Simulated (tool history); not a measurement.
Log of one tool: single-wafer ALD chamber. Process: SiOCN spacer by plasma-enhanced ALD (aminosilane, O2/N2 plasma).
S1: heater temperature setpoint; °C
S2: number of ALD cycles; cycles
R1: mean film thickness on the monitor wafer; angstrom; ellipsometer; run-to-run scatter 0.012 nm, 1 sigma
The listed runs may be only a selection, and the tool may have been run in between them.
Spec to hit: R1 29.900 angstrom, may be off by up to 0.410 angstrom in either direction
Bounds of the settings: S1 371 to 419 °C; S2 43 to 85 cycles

run 1 hour=0.0 | S1=395 S2=64 | R1=38.190
run 2 hour=6.8 | S1=401 S2=64 | R1=38.350
run 3 hour=9.8 | S1=408 S2=64 | R1=37.318
run 4 hour=17.7 | S1=402 S2=64 | R1=37.916
run 5 hour=18.8 | S1=408 S2=64 | R1=37.593
run 6 hour=24.6 | S1=409 S2=59 | R1=34.604
run 7 hour=30.2 | S1=410 S2=56 | R1=32.645
run 8 hour=39.1 | S1=411 S2=54 | R1=31.504
run 9 hour=43.2 | S1=412 S2=53 | R1=30.858

Which one of the following 5 next-run settings gets every result inside its allowed miss? There is exactly one.
run A hour=47.3 | S1=405 S2=49 | R1=?
run B hour=47.3 | S1=409 S2=57 | R1=?
run C hour=47.3 | S1=408 S2=54 | R1=?
run D hour=47.3 | S1=409 S2=54 | R1=?
run E hour=47.3 | S1=402 S2=50 | R1=?

move=A R1=28.739
move=B R1=33.065
move=C R1=31.411
move=D R1=31.324
move=E R1=29.566
A: pushes the last run's worst result past its target
B: the biggest miss grows against the last run
C: the biggest miss grows against the last run
D: the biggest miss grows against the last run
E: all results land within tolerance of their targets
Answer: E

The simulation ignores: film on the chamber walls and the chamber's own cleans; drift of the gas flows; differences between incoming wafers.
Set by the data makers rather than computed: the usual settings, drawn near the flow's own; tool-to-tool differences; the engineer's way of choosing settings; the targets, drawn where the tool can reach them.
